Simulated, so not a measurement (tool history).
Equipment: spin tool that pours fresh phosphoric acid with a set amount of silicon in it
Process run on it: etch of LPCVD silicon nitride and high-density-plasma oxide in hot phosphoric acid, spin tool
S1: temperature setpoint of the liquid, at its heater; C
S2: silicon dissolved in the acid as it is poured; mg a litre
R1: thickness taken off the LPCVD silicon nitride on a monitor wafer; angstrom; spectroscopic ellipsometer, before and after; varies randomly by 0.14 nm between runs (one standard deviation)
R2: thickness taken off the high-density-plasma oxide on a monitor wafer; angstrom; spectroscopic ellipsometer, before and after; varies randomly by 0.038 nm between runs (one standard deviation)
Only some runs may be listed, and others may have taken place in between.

Run 1, hour 0.0: S1 161.0 C, S2 22.0 mg a litre, time under the liquid (s) 180. Result: R1 139.40 angstrom, R2 4.2297 angstrom.
Run 2, hour 2.8: S1 162.0 C, S2 20.0 mg a litre, time under the liquid (s) 195. Result: R1 155.68 angstrom, R2 5.5324 angstrom.
Run 3, hour 5.6: S1 160.0 C, S2 20.0 mg a litre, time under the liquid (s) 195. Result: R1 147.69 angstrom, R2 4.7993 angstrom.
Run 4, hour 12.2: S1 161.0 C, S2 19.0 mg a litre, time under the liquid (s) 205. Result: R1 158.49 angstrom, R2 5.7852 angstrom.
Run 5, hour 16.9: S1 162.0 C, S2 19.0 mg a litre, time under the liquid (s) 215. Result: R1 171.85 angstrom, R2 6.2623 angstrom.
Run 6, hour 19.1: S1 162.0 C, S2 12.0 mg a litre, time under the liquid (s) 215. Result: R1 172.24 angstrom, R2 7.7699 angstrom.
Run 7, hour 25.0: S1 162.5 C, S2 13.0 mg a litre, time under the liquid (s) 220. Result: R1 178.20 angstrom, R2 7.6745 angstrom.

For run 8, what comes out?
Run 8, hour 26.8: S1 163.0 C, S2 13.5 mg a litre, time under the liquid (s) 225. Result: R1 ?, R2 ?.

Logged for run 8: R1 188.28 angstrom, R2 7.8325 angstrom.
